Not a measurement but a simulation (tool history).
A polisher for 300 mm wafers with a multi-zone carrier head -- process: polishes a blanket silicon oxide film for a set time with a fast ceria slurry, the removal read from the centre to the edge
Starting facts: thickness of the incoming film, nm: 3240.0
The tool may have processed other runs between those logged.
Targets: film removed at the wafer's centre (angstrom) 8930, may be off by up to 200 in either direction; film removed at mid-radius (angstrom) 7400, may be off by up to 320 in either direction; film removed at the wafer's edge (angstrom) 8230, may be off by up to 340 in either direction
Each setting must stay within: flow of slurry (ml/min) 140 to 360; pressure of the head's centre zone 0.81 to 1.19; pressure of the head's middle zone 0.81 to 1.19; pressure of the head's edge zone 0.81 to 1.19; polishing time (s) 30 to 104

| run | hour | flow of slurry (ml/min) | pressure of the head's centre zone | pressure of the head's middle zone | pressure of the head's edge zone | polishing time (s) | film removed at the wafer's centre (angstrom) | film removed at mid-radius (angstrom) | film removed at the wafer's edge (angstrom) |
|---|---|---|---|---|---|---|---|---|---|
| 1 | 0 | 230 | 1 | 1 | 1 | 67 | 9952.9 | 9404 | 9699.9 |
| 2 | 3.7 | 225 | 1 | 0.97 | 0.98 | 66 | 9699 | 9111.1 | 9520.9 |
| 3 | 4.6 | 225 | 1 | 0.97 | 0.98 | 51 | 7537 | 7116 | 7388.9 |
| 4 | 12.8 | 225 | 1 | 0.97 | 0.98 | 39 | 5721.7 | 5629.8 | 5680.2 |
| 5 | 21.6 | 225 | 1 | 0.97 | 1.04 | 39 | 5728.6 | 5431.2 | 5844.5 |
| 6 | 22.2 | 205 | 1 | 0.97 | 1.04 | 39 | 5640.2 | 5368.4 | 5750.8 |
| 7 | 23.8 | 220 | 1.01 | 0.97 | 1.04 | 41 | 6004.6 | 5672.5 | 6088.5 |
| 8 | 24.5 | 235 | 1.03 | 0.97 | 1.05 | 43 | 6515.9 | 6179.5 | 6487.2 |
| 9 | 25 | 250 | 1.05 | 0.95 | 1.07 | 43 | 6677.2 | 6013 | 6414.3 |
| 10 | 28.5 | 250 | 1.06 | 0.95 | 1.09 | 45 | 6982.8 | 6318.1 | 6831.8 |
| 11 | 36.5 | 260 | 1.08 | 0.95 | 1.11 | 46 | 7288.1 | 6438.5 | 7047.6 |
| 12 | 39 | 260 | 1.08 | 0.95 | 1.11 | 46 | 7348.2 | 6385.3 | 7186.8 |
| 13 | 44.8 | 270 | 1.1 | 0.96 | 1.12 | 46 | 7351.7 | 6454.1 | 7325.6 |
| 14 | 47.1 | 280 | 1.11 | 0.96 | 1.11 | 47 | 7645.7 | 6527.9 | 7333 |
| 15 | 50.8 | 285 | 1.12 | 0.97 | 1.11 | 48 | 7911.9 | 6837.6 | 7481 |
| 16 | 55.2 | 290 | 1.13 | 0.97 | 1.12 | 48 | 8083.8 | 6948.6 | 7464 |
| 17 | 59.5 | 290 | 1.13 | 0.97 | 1.12 | 48 | 7972.9 | 6977 | 7640.7 |
| 18 | 62 | 295 | 1.14 | 0.97 | 1.12 | 48 | 8133.5 | 6992.8 | 7711 |
| 19 | 63.7 | 300 | 1.15 | 0.97 | 1.12 | 48 | 8099.3 | 6906.4 | 7467.9 |
| 20 | 70.4 | 305 | 1.16 | 0.97 | 1.13 | 48 | 8244.5 | 7142.4 | 7537.6 |
| 21 | 71.8 | 305 | 1.16 | 0.97 | 1.14 | 48 | 8257 | 7088.9 | 7522 |
| 22 | 77.3 | 305 | 1.16 | 0.97 | 1.15 | 49 | 8380.4 | 6932.9 | 7938.4 |
| 23 | 84.1 | 310 | 1.16 | 0.97 | 1.15 | 49 | 8283.6 | 7083.4 | 7941 |
| 24 | 88.4 | 330 | 1.19 | 0.96 | 1.14 | 52 | 9188.2 | 7605 | 8134.3 |
| 25 | 89.5 | 325 | 1.19 | 0.96 | 1.14 | 52 | 9250.1 | 7308.5 | 8179.8 |

Below are 5 possible settings for the next run. Only one of them brings all results inside the allowed miss of their targets. Which is it?
| A | 90.6 | 310 | 1.19 | 0.83 | 1.12 | 53 | ? | ? | ? |
| B | 90.6 | 310 | 1.19 | 0.89 | 1.04 | 53 | ? | ? | ? |
| C | 90.6 | 350 | 1.18 | 0.94 | 1.15 | 51 | ? | ? | ? |
| D | 90.6 | 335 | 1.19 | 1.06 | 1.07 | 51 | ? | ? | ? |
| E | 90.6 | 310 | 1.19 | 0.9 | 1.12 | 55 | ? | ? | ? |

| move | film removed at the wafer's centre (angstrom) | film removed at mid-radius (angstrom) | film removed at the wafer's edge (angstrom) |
|---|---|---|---|
| A | 9275.1 | 6985.1 | 8554 |
| B | 9279 | 7398.9 | 8281.4 |
| C | 8981.3 | 7532.2 | 8385 |
| D | 9010.6 | 8305 | 8090.7 |
| E | 9629.8 | 7748.8 | 8868.5 |
A: moves away from the targets compared with the last run
B: moves away from the targets compared with the last run
C: meets every target
D: meets the target for the result that was furthest off, but another lies outside its allowed miss
E: moves away from the targets compared with the last run
C is the move that brings every result within its allowed miss.

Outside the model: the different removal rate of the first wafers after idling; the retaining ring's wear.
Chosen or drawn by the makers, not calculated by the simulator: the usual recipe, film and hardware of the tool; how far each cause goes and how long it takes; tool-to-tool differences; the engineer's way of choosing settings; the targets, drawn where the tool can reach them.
